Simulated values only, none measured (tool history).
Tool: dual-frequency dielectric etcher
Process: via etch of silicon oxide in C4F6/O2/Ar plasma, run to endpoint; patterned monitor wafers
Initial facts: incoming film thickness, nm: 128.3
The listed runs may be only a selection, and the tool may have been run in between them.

| run | hour | bias power (W) | source power (W) | Ar flow (sccm) | endpoint time (s) |
|---|---|---|---|---|---|
| 1 | 0.0 | 356 | 410 | 235 | 33.071 |
| 2 | 6.3 | 356 | 360 | 235 | 34.486 |
| 3 | 12.1 | 341 | 360 | 235 | 35.193 |
| 4 | 18.9 | 341 | 360 | 265 | 35.467 |
| 5 | 25.5 | 331 | 360 | 265 | 35.749 |
| 6 | 31.6 | 322 | 360 | 265 | 35.829 |
| 7 | 32.7 | 312 | 360 | 265 | 36.725 |
| 8 | 40.1 | 308 | 360 | 265 | 36.615 |
| 9 | 47.1 | 303 | 360 | 265 | 36.831 |

Predict the results of run 10:
| 10 | 51.5 | 299 | 360 | 265 | ? |

Run 10 came out at endpoint time (s) 36.726.
